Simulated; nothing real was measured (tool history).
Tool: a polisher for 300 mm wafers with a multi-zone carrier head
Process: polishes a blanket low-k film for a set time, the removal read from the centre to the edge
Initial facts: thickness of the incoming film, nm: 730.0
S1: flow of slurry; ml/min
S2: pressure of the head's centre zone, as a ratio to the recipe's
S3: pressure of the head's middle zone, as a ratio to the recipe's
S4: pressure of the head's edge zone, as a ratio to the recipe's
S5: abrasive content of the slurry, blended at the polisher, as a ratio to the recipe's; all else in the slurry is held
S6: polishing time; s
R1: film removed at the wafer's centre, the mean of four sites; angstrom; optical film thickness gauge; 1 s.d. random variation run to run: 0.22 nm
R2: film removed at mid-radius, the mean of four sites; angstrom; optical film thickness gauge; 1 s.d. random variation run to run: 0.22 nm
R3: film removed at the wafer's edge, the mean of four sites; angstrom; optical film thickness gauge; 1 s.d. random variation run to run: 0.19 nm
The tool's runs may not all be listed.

run,hour,S1,S2,S3,S4,S5,S6,R1,R2,R3
1,0.0,235,1.00,1.00,1.00,1.00,63,253.54,252.25,252.97
2,3.2,235,1.08,1.00,1.00,1.00,63,270.49,248.41,253.49
3,7.0,235,1.08,1.00,1.05,1.00,63,272.65,253.58,260.19
4,13.1,235,1.04,1.00,1.05,1.00,63,261.12,246.40,260.61
5,14.9,235,1.04,1.00,0.97,1.00,63,265.00,248.71,249.07
6,23.7,235,1.04,1.00,0.97,1.10,63,270.51,261.82,261.90
7,30.8,230,1.02,0.99,0.96,1.05,63,262.28,247.36,258.20
8,34.4,230,1.01,0.99,0.96,1.00,63,254.74,249.38,250.35
9,37.1,230,1.01,0.99,0.96,1.00,63,252.15,249.06,249.05

For run 10, what comes out?
10,43.7,230,1.00,0.98,0.96,0.95,63,?,?,?

Run 10 measured R1 241.87 angstrom, R2 232.77 angstrom, R3 243.62 angstrom.

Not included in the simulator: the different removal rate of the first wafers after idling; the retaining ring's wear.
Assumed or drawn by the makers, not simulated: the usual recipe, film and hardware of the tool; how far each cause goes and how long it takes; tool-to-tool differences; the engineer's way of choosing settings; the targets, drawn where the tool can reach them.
